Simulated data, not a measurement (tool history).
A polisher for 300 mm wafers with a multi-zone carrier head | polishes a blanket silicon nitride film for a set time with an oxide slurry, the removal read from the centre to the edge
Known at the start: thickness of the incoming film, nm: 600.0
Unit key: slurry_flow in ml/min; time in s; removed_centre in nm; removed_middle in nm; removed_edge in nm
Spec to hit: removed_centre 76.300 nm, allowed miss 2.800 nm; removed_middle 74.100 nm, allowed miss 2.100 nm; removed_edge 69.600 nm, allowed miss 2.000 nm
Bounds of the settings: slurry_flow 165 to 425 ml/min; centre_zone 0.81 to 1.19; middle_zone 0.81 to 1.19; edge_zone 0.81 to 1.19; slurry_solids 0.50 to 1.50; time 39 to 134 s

| run | hour | slurry_flow | centre_zone | middle_zone | edge_zone | slurry_solids | time | removed_centre | removed_middle | removed_edge |
|---|---|---|---|---|---|---|---|---|---|---|
| 1 | 0.0 | 275 | 1.00 | 1.00 | 1.00 | 1.00 | 86 | 59.069 | 57.562 | 57.048 |
| 2 | 3.6 | 275 | 1.00 | 1.00 | 1.03 | 1.00 | 86 | 58.377 | 57.139 | 58.825 |
| 3 | 9.3 | 275 | 1.00 | 1.00 | 1.08 | 1.00 | 86 | 58.887 | 57.577 | 58.790 |
| 4 | 10.1 | 275 | 1.00 | 1.00 | 1.08 | 1.00 | 72 | 49.781 | 47.722 | 50.589 |
| 5 | 16.2 | 275 | 1.00 | 0.93 | 1.08 | 1.00 | 72 | 49.375 | 45.233 | 50.372 |
| 6 | 20.4 | 285 | 1.03 | 0.99 | 1.09 | 1.15 | 73 | 54.297 | 52.449 | 55.070 |
| 7 | 23.9 | 295 | 1.07 | 1.01 | 1.09 | 1.25 | 75 | 62.285 | 57.154 | 60.528 |
| 8 | 30.5 | 350 | 1.13 | 1.11 | 1.09 | 1.45 | 76 | 73.074 | 68.893 | 65.141 |
| 9 | 35.1 | 350 | 1.13 | 1.12 | 1.11 | 1.45 | 76 | 74.044 | 68.675 | 65.457 |
| 10 | 39.7 | 350 | 1.12 | 1.13 | 1.12 | 1.45 | 77 | 73.497 | 70.604 | 67.036 |
| 11 | 41.1 | 350 | 1.12 | 1.14 | 1.13 | 1.45 | 77 | 73.368 | 70.841 | 67.427 |
| 12 | 45.4 | 350 | 1.13 | 1.15 | 1.14 | 1.45 | 77 | 74.232 | 71.811 | 66.920 |
| 13 | 51.6 | 350 | 1.13 | 1.15 | 1.15 | 1.45 | 77 | 73.206 | 71.805 | 68.007 |
| 14 | 60.1 | 355 | 1.14 | 1.16 | 1.16 | 1.45 | 77 | 74.581 | 70.901 | 67.676 |

Exercise: of the 4 proposed moves below, exactly one satisfies all targets within the stated allowed misses. Which move is it?
| A | 68.6 | 410 | 1.15 | 1.13 | 1.12 | 1.35 | 78 | ? | ? | ? |
| B | 68.6 | 345 | 1.09 | 1.14 | 1.05 | 1.45 | 76 | ? | ? | ? |
| C | 68.6 | 295 | 1.14 | 1.16 | 1.14 | 1.45 | 81 | ? | ? | ? |
| D | 68.6 | 390 | 1.19 | 1.15 | 1.12 | 1.40 | 77 | ? | ? | ? |

| move | removed_centre | removed_middle | removed_edge |
|---|---|---|---|
| A | 74.757 | 69.974 | 66.954 |
| B | 70.065 | 69.864 | 64.399 |
| C | 76.827 | 74.406 | 70.692 |
| D | 77.284 | 70.957 | 66.931 |
A: moves away from the targets compared with the last run
B: moves away from the targets compared with the last run
C: in spec on every target
D: just as far off the targets as the last run
Go with C: it meets all targets.
